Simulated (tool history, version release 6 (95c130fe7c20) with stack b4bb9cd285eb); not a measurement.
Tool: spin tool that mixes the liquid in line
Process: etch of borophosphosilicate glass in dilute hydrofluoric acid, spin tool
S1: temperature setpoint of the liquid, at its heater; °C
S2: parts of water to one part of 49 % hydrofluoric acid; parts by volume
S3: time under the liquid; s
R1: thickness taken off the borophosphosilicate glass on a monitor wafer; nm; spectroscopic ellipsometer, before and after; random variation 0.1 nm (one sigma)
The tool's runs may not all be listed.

run,day,S1,S2,S3,R1
1,0,25,45,15,17.554
2,0.304,25,45,15,17.726
3,0.412,25,45,15,17.631
4,0.538,23,45,15,16.007
5,0.775,21.5,45,15,14.908
6,0.908,18,45,15,12.986

The next listed run, before its measurement:
7,1.117,17.5,45,15,?

{"run 7": {"R1": 12.916}}
